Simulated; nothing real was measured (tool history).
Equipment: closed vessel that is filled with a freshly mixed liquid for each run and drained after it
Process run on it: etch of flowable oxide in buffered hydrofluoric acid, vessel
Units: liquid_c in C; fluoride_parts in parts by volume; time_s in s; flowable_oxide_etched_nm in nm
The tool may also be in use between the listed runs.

{"run": 1, "day": 0.0, "liquid_c": 21.0, "fluoride_parts": 8.5, "time_s": 35, "flowable_oxide_etched_nm": 182.13}
{"run": 2, "day": 0.367, "liquid_c": 21.0, "fluoride_parts": 8.5, "time_s": 35, "flowable_oxide_etched_nm": 178.73}
{"run": 3, "day": 0.538, "liquid_c": 18.0, "fluoride_parts": 8.5, "time_s": 35, "flowable_oxide_etched_nm": 153.7}
{"run": 4, "day": 0.85, "liquid_c": 19.5, "fluoride_parts": 8.5, "time_s": 35, "flowable_oxide_etched_nm": 166.04}
{"run": 5, "day": 1.004, "liquid_c": 21.0, "fluoride_parts": 8.5, "time_s": 35, "flowable_oxide_etched_nm": 181.9}
{"run": 6, "day": 1.221, "liquid_c": 22.0, "fluoride_parts": 8.5, "time_s": 35, "flowable_oxide_etched_nm": 191.84}
{"run": 7, "day": 1.554, "liquid_c": 23.0, "fluoride_parts": 8.5, "time_s": 35, "flowable_oxide_etched_nm": 202.66}

What does the tool deliver on the next run?
{"run": 8, "day": 1.688, "liquid_c": 23.5, "fluoride_parts": 8.5, "time_s": 35, "flowable_oxide_etched_nm": "?"}

{"run 8": {"flowable_oxide_etched_nm": 205.7}}
